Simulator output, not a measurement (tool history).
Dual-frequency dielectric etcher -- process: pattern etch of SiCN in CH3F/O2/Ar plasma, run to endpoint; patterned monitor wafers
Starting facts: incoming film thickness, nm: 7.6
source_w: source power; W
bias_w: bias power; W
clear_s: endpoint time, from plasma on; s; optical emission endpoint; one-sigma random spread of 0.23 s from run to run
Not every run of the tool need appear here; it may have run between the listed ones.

run	hour	source_w	bias_w	clear_s
1	0.0	490	55	24.595
2	4.3	490	59	23.720
3	6.9	490	66	22.613
4	14.3	540	66	21.732
5	21.5	470	59	24.296
6	22.8	430	59	25.151
7	31.7	390	56	26.395
8	34.3	360	53	27.833

Run 9, settings as shown, results not yet in. Your forecast:
9	43.1	340	51	?

Run 9 gave clear_s 29.190 s.

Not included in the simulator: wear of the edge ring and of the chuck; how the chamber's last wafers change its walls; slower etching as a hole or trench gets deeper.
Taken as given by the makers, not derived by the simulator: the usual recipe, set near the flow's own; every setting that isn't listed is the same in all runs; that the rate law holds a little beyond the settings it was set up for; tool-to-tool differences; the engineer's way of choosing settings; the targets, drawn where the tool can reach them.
